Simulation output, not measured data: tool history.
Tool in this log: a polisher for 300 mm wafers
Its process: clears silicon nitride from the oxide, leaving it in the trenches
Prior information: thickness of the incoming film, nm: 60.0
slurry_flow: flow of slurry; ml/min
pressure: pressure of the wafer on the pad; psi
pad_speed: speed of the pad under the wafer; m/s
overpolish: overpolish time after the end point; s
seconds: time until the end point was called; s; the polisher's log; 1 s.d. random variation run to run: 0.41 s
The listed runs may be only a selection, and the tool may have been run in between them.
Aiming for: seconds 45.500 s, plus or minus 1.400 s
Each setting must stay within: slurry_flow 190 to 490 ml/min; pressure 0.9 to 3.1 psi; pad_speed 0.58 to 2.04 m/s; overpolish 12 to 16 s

run,day,slurry_flow,pressure,pad_speed,overpolish,seconds
1,0.000,315,2.0,1.30,16,81.036
2,0.121,285,2.0,1.30,16,80.293
3,0.329,285,2.4,1.32,16,66.076
4,0.583,285,2.4,1.32,16,67.141
5,0.908,285,1.9,1.32,16,83.394
6,1.092,285,1.9,1.32,16,83.143
7,1.317,285,2.3,1.36,16,66.948
8,1.450,285,2.6,1.38,16,58.939
9,1.583,285,2.8,1.40,16,54.579
10,1.633,285,2.8,1.40,16,54.362
11,1.733,290,3.1,1.44,16,47.878
12,2.012,290,3.1,1.46,16,47.390

Of the 4 settings listed for the next run, only one would bring every result within its allowed miss of target. Which one?
A,2.292,370,3.1,1.64,16,?
B,2.292,290,3.1,1.60,16,?
C,2.292,295,3.1,1.50,12,?
D,2.292,215,3.0,1.74,12,?

move,seconds
A,41.819
B,43.461
C,46.013
D,42.538
A: moves the result that the last run missed by most past its target, out the other side
B: moves the result that the last run missed by most past its target, out the other side
C: meets every target
D: moves the result that the last run missed by most past its target, out the other side
Move C is the one to make.

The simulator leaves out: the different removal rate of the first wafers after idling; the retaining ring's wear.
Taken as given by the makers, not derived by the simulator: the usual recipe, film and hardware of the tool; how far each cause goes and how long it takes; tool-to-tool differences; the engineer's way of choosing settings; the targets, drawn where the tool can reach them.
